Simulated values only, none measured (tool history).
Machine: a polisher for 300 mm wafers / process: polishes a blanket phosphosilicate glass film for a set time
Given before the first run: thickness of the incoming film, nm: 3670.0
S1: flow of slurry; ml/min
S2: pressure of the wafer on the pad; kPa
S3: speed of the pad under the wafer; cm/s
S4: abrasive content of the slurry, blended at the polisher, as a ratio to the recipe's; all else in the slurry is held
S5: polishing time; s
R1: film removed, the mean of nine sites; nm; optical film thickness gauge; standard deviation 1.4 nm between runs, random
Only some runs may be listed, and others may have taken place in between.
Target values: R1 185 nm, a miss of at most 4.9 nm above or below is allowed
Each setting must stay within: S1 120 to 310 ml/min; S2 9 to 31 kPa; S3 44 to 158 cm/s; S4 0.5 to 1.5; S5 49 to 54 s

run 1 hour=0 | S1=200 S2=20 S3=100 S4=1 S5=54 | R1=427.35
run 2 hour=8.1 | S1=200 S2=18.6 S3=96 S4=1 S5=54 | R1=384.87
run 3 hour=10.6 | S1=160 S2=18.6 S3=96 S4=1 S5=54 | R1=379.38
run 4 hour=12.7 | S1=160 S2=18.6 S3=96 S4=1 S5=54 | R1=374.22
run 5 hour=14.1 | S1=160 S2=18.6 S3=96 S4=1 S5=54 | R1=374.2
run 6 hour=22.5 | S1=160 S2=18.6 S3=96 S4=1 S5=49 | R1=341.45
run 7 hour=31.5 | S1=160 S2=17.9 S3=94 S4=1 S5=49 | R1=318.36
run 8 hour=32.6 | S1=160 S2=17.2 S3=94 S4=1 S5=49 | R1=311.25
run 9 hour=34.5 | S1=160 S2=16.5 S3=94 S4=1 S5=49 | R1=293.84
run 10 hour=38.3 | S1=160 S2=15.9 S3=94 S4=1 S5=49 | R1=282.96
run 11 hour=43.4 | S1=150 S2=10.3 S3=84 S4=1 S5=49 | R1=171.66
run 12 hour=45.2 | S1=155 S2=10.3 S3=84 S4=1 S5=49 | R1=173.32
run 13 hour=48.7 | S1=160 S2=10.3 S3=84 S4=1 S5=49 | R1=173.85

Next run, 4 choices. One meets every target within its allowed miss, the rest don't. Which?
run A hour=52.2 | S1=150 S2=10.3 S3=76 S4=1 S5=51 | R1=?
run B hour=52.2 | S1=120 S2=12.4 S3=70 S4=1.3 S5=49 | R1=?
run C hour=52.2 | S1=210 S2=11 S3=74 S4=0.85 S5=49 | R1=?
run D hour=52.2 | S1=180 S2=9 S3=112 S4=0.65 S5=49 | R1=?

move=A R1=164.24
move=B R1=185.55
move=C R1=161.43
move=D R1=158.27
A: lands further from the targets than the last run did
B: every result within its allowed miss
C: lands further from the targets than the last run did
D: lands further from the targets than the last run did
The right move is B.
